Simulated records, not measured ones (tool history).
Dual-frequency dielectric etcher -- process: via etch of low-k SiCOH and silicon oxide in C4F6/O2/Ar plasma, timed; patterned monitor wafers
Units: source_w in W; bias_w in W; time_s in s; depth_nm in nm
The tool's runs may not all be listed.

run  hour  source_w  bias_w  time_s  depth_nm
  1   0.0       470     231    28.5    82.600
  2   6.0       530     231    28.5    87.345
  3   8.9       530     264    28.5    93.358
  4  15.9       530     264    28.5    93.615
  5  19.4       440     264    28.5    85.653
  6  25.7       440     264    26.5    80.220
  7  28.5       390     257    26.5    75.877
  8  29.7       390     257    26.5    75.253

Run 9, settings as shown, results not yet in. Your forecast:
  9  36.9       290     223    26.5         ?

depth_nm: 61.091 nm
